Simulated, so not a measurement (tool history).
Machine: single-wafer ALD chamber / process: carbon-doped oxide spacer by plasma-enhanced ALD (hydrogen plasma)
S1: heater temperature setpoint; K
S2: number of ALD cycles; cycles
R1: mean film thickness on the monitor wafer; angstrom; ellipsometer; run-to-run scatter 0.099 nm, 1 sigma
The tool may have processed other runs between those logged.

{"run": 1, "hour": 0.0, "S1": 653.15, "S2": 470, "R1": 262.71}
{"run": 2, "hour": 7.1, "S1": 653.15, "S2": 499, "R1": 278.82}
{"run": 3, "hour": 12.1, "S1": 653.15, "S2": 521, "R1": 291.54}
{"run": 4, "hour": 16.3, "S1": 653.15, "S2": 537, "R1": 301.08}
{"run": 5, "hour": 17.4, "S1": 653.15, "S2": 494, "R1": 276.21}
{"run": 6, "hour": 20.0, "S1": 658.15, "S2": 494, "R1": 276.12}

Estimate the outcome of run 7 from the log above:
{"run": 7, "hour": 28.6, "S1": 658.15, "S2": 518, "R1": "?"}

R1: 290.71 angstrom
